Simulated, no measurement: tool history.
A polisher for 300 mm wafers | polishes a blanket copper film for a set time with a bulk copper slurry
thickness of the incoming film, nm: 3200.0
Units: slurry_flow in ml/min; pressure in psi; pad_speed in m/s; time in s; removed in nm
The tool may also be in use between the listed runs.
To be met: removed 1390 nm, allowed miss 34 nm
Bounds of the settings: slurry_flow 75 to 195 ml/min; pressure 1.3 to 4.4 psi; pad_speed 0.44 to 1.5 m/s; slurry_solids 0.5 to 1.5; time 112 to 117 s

run,hour,slurry_flow,pressure,pad_speed,slurry_solids,time,removed
1,0,125,2.8,0.96,1,112,1033.5
2,3.7,135,2.9,0.96,1,112,1066
3,6.4,135,2.9,0.96,0.85,112,1029.5
4,9.1,140,3.1,0.96,0.85,112,1107.7
5,14,145,3.2,0.96,0.85,112,1152.5
6,15.7,130,3.2,0.96,0.85,112,1123.6
7,18.1,140,3.3,0.96,0.85,112,1189.4
8,23.2,145,3.4,0.96,0.85,112,1205.3
9,26.5,145,3.5,0.96,0.85,112,1246.9
10,28.7,150,3.6,0.96,0.85,112,1279.6
11,37.5,150,3.7,0.96,0.85,112,1312.2

4 next moves are on the table. One of them brings every result within its allowed miss. Which?
A,46.3,140,3.5,0.88,1.15,112,?
B,46.3,145,3.9,0.9,0.95,117,?
C,46.3,75,3.9,1.02,0.65,114,?
D,46.3,135,4.1,0.92,0.75,112,?

move,removed
A,1214.3
B,1380.6
C,1296.1
D,1335
A: further off than the last run
B: meets every target
C: further off than the last run
D: nearer than the last run, and not there yet
Answer: B
